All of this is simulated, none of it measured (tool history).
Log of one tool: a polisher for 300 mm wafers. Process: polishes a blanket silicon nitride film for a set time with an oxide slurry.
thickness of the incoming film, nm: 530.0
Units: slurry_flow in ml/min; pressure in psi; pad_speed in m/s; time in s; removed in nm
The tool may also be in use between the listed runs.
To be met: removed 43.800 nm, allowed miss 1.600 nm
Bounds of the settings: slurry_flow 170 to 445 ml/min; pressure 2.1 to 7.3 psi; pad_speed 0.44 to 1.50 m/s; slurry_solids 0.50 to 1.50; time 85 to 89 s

run 1 hour=0.0 | slurry_flow=285 pressure=4.7 pad_speed=0.96 slurry_solids=1.00 time=85 | removed=67.109
run 2 hour=4.5 | slurry_flow=285 pressure=4.3 pad_speed=0.96 slurry_solids=1.00 time=85 | removed=61.452
run 3 hour=5.5 | slurry_flow=285 pressure=4.7 pad_speed=0.96 slurry_solids=1.00 time=85 | removed=67.548
run 4 hour=6.1 | slurry_flow=285 pressure=4.4 pad_speed=0.96 slurry_solids=1.00 time=85 | removed=61.905
run 5 hour=7.7 | slurry_flow=255 pressure=4.4 pad_speed=0.96 slurry_solids=1.00 time=85 | removed=62.093
run 6 hour=10.7 | slurry_flow=255 pressure=4.1 pad_speed=0.96 slurry_solids=1.00 time=85 | removed=57.985
run 7 hour=13.7 | slurry_flow=255 pressure=3.9 pad_speed=0.96 slurry_solids=1.00 time=85 | removed=55.782
run 8 hour=16.0 | slurry_flow=255 pressure=3.7 pad_speed=0.96 slurry_solids=1.00 time=85 | removed=52.361
run 9 hour=24.2 | slurry_flow=255 pressure=3.6 pad_speed=0.96 slurry_solids=1.00 time=85 | removed=50.464
run 10 hour=30.9 | slurry_flow=255 pressure=3.5 pad_speed=0.96 slurry_solids=1.00 time=85 | removed=49.622
run 11 hour=37.5 | slurry_flow=255 pressure=3.4 pad_speed=0.96 slurry_solids=1.00 time=85 | removed=48.799
run 12 hour=42.5 | slurry_flow=255 pressure=2.8 pad_speed=0.96 slurry_solids=1.00 time=85 | removed=40.499
run 13 hour=50.0 | slurry_flow=255 pressure=2.9 pad_speed=0.96 slurry_solids=1.00 time=85 | removed=41.171

Which of these 4 next moves meets every target?
run A hour=57.5 | slurry_flow=235 pressure=3.7 pad_speed=0.74 slurry_solids=0.90 time=89 | removed=?
run B hour=57.5 | slurry_flow=170 pressure=2.8 pad_speed=1.08 slurry_solids=1.25 time=89 | removed=?
run C hour=57.5 | slurry_flow=245 pressure=2.9 pad_speed=0.98 slurry_solids=0.85 time=85 | removed=?
run D hour=57.5 | slurry_flow=270 pressure=2.8 pad_speed=0.88 slurry_solids=1.05 time=89 | removed=?

move=A removed=44.363
move=B removed=48.303
move=C removed=40.287
move=D removed=41.263
A: meets every target
B: takes the result that was furthest off past its target
C: further off than the last run
D: as far off as the last run
The right move is A.
